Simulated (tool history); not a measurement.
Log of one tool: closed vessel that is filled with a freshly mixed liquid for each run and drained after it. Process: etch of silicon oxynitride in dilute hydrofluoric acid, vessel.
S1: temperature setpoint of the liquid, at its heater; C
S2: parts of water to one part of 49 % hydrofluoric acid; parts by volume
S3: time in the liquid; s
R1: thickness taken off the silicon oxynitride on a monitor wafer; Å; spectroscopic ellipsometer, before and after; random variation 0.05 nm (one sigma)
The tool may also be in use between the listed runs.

Run 1, day 0.000: S1 23.0 C, S2 195 parts by volume, S3 305 s. Result: R1 25.819 Å.
Run 2, day 0.292: S1 25.0 C, S2 160 parts by volume, S3 305 s. Result: R1 35.340 Å.
Run 3, day 0.408: S1 22.0 C, S2 160 parts by volume, S3 305 s. Result: R1 30.906 Å.
Run 4, day 0.517: S1 24.0 C, S2 130 parts by volume, S3 305 s. Result: R1 42.378 Å.
Run 5, day 0.696: S1 25.5 C, S2 110 parts by volume, S3 305 s. Result: R1 54.503 Å.
Run 6, day 0.762: S1 26.5 C, S2 100 parts by volume, S3 305 s. Result: R1 63.529 Å.
Run 7, day 0.992: S1 30.5 C, S2 50 parts by volume, S3 305 s. Result: R1 162.320 Å.
Run 8, day 1.075: S1 26.5 C, S2 50 parts by volume, S3 305 s. Result: R1 133.070 Å.
Run 9, day 1.396: S1 25.5 C, S2 50 parts by volume, S3 305 s. Result: R1 127.650 Å.
Run 10, day 1.612: S1 24.5 C, S2 50 parts by volume, S3 305 s. Result: R1 122.020 Å.
Run 11, day 1.971: S1 23.5 C, S2 50 parts by volume, S3 305 s. Result: R1 115.290 Å.

The next listed run, before its measurement:
Run 12, day 2.025: S1 23.0 C, S2 50 parts by volume, S3 305 s. Result: R1 ?.

Run 12 gave R1 112.160 Å.
